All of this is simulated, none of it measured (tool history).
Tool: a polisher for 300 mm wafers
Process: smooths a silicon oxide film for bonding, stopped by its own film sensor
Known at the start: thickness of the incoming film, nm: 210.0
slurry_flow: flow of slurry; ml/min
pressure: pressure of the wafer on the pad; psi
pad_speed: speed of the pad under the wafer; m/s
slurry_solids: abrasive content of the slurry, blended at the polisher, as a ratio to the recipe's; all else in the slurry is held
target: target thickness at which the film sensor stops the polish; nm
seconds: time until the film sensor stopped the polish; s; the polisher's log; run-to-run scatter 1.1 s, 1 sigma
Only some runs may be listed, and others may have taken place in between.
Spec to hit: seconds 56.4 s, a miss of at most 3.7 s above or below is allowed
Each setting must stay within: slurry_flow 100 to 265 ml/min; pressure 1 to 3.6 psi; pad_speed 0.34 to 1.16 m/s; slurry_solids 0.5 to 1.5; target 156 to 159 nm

run  hour  slurry_flow  pressure  pad_speed  slurry_solids  target  seconds
  1     0          170       2.3       0.74              1     159   85.474
  2   7.7          170       2.3       0.74              1     156   90.661
  3  15.4          170       2.3       0.62              1     156    105.1
  4  19.4          170       2.5       0.64              1     156   93.467
  5  22.9          170       2.6       0.64              1     156   92.377
  6  25.5          170       2.6       0.72              1     156   85.798
  7  30.2          170       2.7       0.74              1     156   79.392
  8  32.2          170       2.8       0.74              1     156   76.476
  9  38.5          170       2.9       0.74              1     156    75.85
 10  46.8          170         3       0.76              1     156   75.298
 11    48          170       3.1       0.78              1     156   68.512
 12    56          170       3.2       0.78              1     156   68.471

Exactly one of the 5 candidate moves below puts every result within its allowed miss. Which one?
  A    64          190       3.1        0.9              1     159        ?
  B    64          150       3.1       0.64           1.05     156        ?
  C    64          195       3.2        0.7           0.95     156        ?
  D    64          160       2.9       0.64           1.05     156        ?
  E    64          155       1.9        0.9           0.95     156        ?

move  seconds
   A   58.019
   B   79.736
   C   72.774
   D   83.205
   E   94.459
A: all results in spec
B: its largest miss is bigger than the last run's
C: its largest miss is bigger than the last run's
D: its largest miss is bigger than the last run's
E: its largest miss is bigger than the last run's
Correct choice: A, which meets every target

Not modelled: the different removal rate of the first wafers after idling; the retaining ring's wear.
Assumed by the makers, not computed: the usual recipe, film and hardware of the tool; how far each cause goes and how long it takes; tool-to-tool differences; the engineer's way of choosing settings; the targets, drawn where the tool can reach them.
